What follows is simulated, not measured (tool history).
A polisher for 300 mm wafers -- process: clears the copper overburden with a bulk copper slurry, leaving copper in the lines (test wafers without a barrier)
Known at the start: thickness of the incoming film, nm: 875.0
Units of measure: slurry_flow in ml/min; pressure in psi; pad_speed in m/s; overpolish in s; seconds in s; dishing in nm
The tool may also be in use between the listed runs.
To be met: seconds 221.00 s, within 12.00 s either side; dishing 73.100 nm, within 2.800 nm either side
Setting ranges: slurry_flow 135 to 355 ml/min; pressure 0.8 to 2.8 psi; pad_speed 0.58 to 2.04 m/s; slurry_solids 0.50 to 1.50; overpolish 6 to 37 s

run 1 hour=0.0 | slurry_flow=225 pressure=1.8 pad_speed=1.30 slurry_solids=1.00 overpolish=19 | seconds=154.81 dishing=68.199
run 2 hour=7.2 | slurry_flow=260 pressure=1.8 pad_speed=1.30 slurry_solids=1.00 overpolish=19 | seconds=154.10 dishing=71.156
run 3 hour=9.3 | slurry_flow=260 pressure=1.4 pad_speed=1.30 slurry_solids=1.00 overpolish=19 | seconds=187.94 dishing=59.375
run 4 hour=10.5 | slurry_flow=260 pressure=1.4 pad_speed=1.28 slurry_solids=1.00 overpolish=20 | seconds=194.78 dishing=60.383
run 5 hour=13.4 | slurry_flow=260 pressure=1.4 pad_speed=1.46 slurry_solids=1.00 overpolish=20 | seconds=174.89 dishing=65.399
run 6 hour=18.3 | slurry_flow=260 pressure=1.4 pad_speed=1.46 slurry_solids=1.10 overpolish=20 | seconds=167.22 dishing=68.499
run 7 hour=20.9 | slurry_flow=260 pressure=1.3 pad_speed=1.46 slurry_solids=1.10 overpolish=21 | seconds=177.53 dishing=68.111
run 8 hour=21.5 | slurry_flow=260 pressure=1.2 pad_speed=1.46 slurry_solids=1.10 overpolish=22 | seconds=189.60 dishing=64.805

Exercise: of the 5 proposed moves below, exactly one satisfies all targets within the stated allowed misses. Which move is it?
run A hour=22.1 | slurry_flow=290 pressure=0.9 pad_speed=1.48 slurry_solids=1.20 overpolish=35 | seconds=? dishing=?
run B hour=22.1 | slurry_flow=260 pressure=1.3 pad_speed=1.66 slurry_solids=1.05 overpolish=24 | seconds=? dishing=?
run C hour=22.1 | slurry_flow=255 pressure=1.2 pad_speed=1.42 slurry_solids=1.10 overpolish=28 | seconds=? dishing=?
run D hour=22.1 | slurry_flow=210 pressure=1.6 pad_speed=1.48 slurry_solids=1.00 overpolish=15 | seconds=? dishing=?
run E hour=22.1 | slurry_flow=305 pressure=1.3 pad_speed=1.18 slurry_solids=1.10 overpolish=26 | seconds=? dishing=?

move=A seconds=218.28 dishing=73.160
move=B seconds=155.48 dishing=76.354
move=C seconds=189.48 dishing=73.459
move=D seconds=152.33 dishing=58.218
move=E seconds=207.24 dishing=67.175
A: all results land within tolerance of their targets
B: moves the result that the last run missed by most past its target, out the other side
C: corrects the largest miss of the last run, while another result sits out of spec
D: moves away from the targets compared with the last run
E: an improvement on the last run, though not all results are within tolerance
A is the move that brings every result within its allowed miss.

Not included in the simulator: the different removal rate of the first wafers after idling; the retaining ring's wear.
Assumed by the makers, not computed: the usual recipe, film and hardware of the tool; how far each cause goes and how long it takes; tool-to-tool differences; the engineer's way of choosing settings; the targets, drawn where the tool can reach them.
